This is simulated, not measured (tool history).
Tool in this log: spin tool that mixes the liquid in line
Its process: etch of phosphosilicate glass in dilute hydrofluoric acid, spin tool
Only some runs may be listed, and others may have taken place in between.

| run | day | temperature setpoint of the liquid (C) | parts of water to one part of 49 % hydrofluoric acid (parts by volume) | time under the liquid (s) | thickness taken off the phosphosilicate glass on a monitor wafer (Å) |
|---|---|---|---|---|---|
| 1 | 0 | 24 | 75 | 65 | 588.19 |
| 2 | 0.229 | 24 | 75 | 65 | 587.41 |
| 3 | 0.446 | 24 | 75 | 70 | 631.7 |
| 4 | 0.579 | 24 | 95 | 70 | 485.86 |
| 5 | 0.912 | 26.5 | 95 | 70 | 541.38 |
| 6 | 1.275 | 28 | 75 | 70 | 737.16 |
| 7 | 1.392 | 29 | 60 | 70 | 983.89 |
| 8 | 1.462 | 32 | 35 | 70 | 1961.1 |

What does the tool deliver on the next run?
| 9 | 1.662 | 30.5 | 35 | 70 | ? |

thickness taken off the phosphosilicate glass on a monitor wafer (Å): 1837.4

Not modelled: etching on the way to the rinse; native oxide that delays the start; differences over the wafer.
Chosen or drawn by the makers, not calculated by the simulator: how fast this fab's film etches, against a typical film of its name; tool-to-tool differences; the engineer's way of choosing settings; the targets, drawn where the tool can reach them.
